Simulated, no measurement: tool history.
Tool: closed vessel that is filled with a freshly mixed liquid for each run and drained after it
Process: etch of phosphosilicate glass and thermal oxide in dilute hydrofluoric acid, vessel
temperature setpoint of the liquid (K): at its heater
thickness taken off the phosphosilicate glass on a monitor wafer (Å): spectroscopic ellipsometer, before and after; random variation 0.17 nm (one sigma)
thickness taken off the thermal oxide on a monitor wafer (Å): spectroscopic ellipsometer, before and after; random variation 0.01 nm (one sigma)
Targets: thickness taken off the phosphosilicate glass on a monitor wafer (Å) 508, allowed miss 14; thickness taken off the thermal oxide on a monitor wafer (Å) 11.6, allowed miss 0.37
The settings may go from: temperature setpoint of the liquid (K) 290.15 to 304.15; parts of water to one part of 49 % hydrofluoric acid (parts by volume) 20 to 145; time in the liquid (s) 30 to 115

run  hour  temperature setpoint of the liquid (K)  parts of water to one part of 49 % hydrofluoric acid (parts by volume)  time in the liquid (s)  thickness taken off the phosphosilicate glass on a monitor wafer (Å)  thickness taken off the thermal oxide on a monitor wafer (Å)
  1     0                                  296.15                                                                      80                      60                                                                1372.5                                                        30.604
  2   9.2                                  295.65                                                                      85                      60                                                                1245.4                                                        29.057
  3  10.1                                  295.65                                                                     115                      60                                                                890.25                                                        20.556
  4  12.7                                  295.15                                                                     120                      60                                                                 835.9                                                        19.344
  5  13.5                                  295.15                                                                     120                      70                                                                975.86                                                        22.528
  6  21.7                                  294.65                                                                     125                      70                                                                915.12                                                        20.407
  7  30.6                                  293.65                                                                     135                      60                                                                690.89                                                         15.71
  8  37.9                                  292.65                                                                     140                      55                                                                580.61                                                        13.002

4 next moves are on the table. One of them brings every result within its allowed miss. Which?
  A  45.2                                  291.15                                                                     145                      50                                                                     ?                                                             ?
  B  45.2                                  292.15                                                                     135                      50                                                                     ?                                                             ?
  C  45.2                                  290.15                                                                     145                      55                                                                     ?                                                             ?
  D  45.2                                  290.65                                                                     145                      50                                                                     ?                                                             ?

move  thickness taken off the phosphosilicate glass on a monitor wafer (Å)  thickness taken off the thermal oxide on a monitor wafer (Å)
   A                                                                478.25                                                        10.969
   B                                                                540.45                                                        12.396
   C                                                                504.99                                                        11.582
   D                                                                468.59                                                        10.748
A: takes the result that was furthest off past its target
B: nearer than the last run, and not there yet
C: meets every target
D: takes the result that was furthest off past its target
Answer: C

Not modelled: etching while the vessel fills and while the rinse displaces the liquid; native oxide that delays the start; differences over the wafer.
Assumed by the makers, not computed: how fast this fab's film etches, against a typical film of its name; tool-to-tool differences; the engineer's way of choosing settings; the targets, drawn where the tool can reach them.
